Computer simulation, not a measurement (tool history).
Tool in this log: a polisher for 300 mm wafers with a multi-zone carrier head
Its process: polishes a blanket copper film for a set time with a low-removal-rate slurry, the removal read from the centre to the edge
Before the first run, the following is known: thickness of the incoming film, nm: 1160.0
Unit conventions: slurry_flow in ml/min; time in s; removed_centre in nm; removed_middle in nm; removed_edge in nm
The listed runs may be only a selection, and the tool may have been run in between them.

| run | day | slurry_flow | centre_zone | middle_zone | edge_zone | slurry_solids | time | removed_centre | removed_middle | removed_edge |
|---|---|---|---|---|---|---|---|---|---|---|
| 1 | 0 | 205 | 1 | 1 | 1 | 1 | 49 | 190.98 | 187.54 | 195.11 |
| 2 | 0.208 | 195 | 1.02 | 0.95 | 0.95 | 0.9 | 49 | 187.93 | 179.7 | 187.82 |
| 3 | 0.488 | 170 | 1.02 | 0.95 | 0.95 | 0.9 | 49 | 181.38 | 175.08 | 182.94 |
| 4 | 0.554 | 170 | 0.98 | 0.95 | 0.95 | 0.9 | 49 | 177.84 | 173.71 | 177.92 |
| 5 | 0.658 | 170 | 1.05 | 0.91 | 0.91 | 0.85 | 48 | 178.96 | 157.33 | 171.65 |
| 6 | 0.796 | 170 | 1.05 | 0.91 | 1 | 0.85 | 48 | 177.56 | 157.47 | 178.06 |

What does the tool deliver on the next run?
| 7 | 1.033 | 170 | 1.08 | 0.9 | 0.95 | 0.8 | 48 | ? | ? | ? |

Run 7 came out at removed_centre 179.5 nm, removed_middle 152.26 nm, removed_edge 174.43 nm.
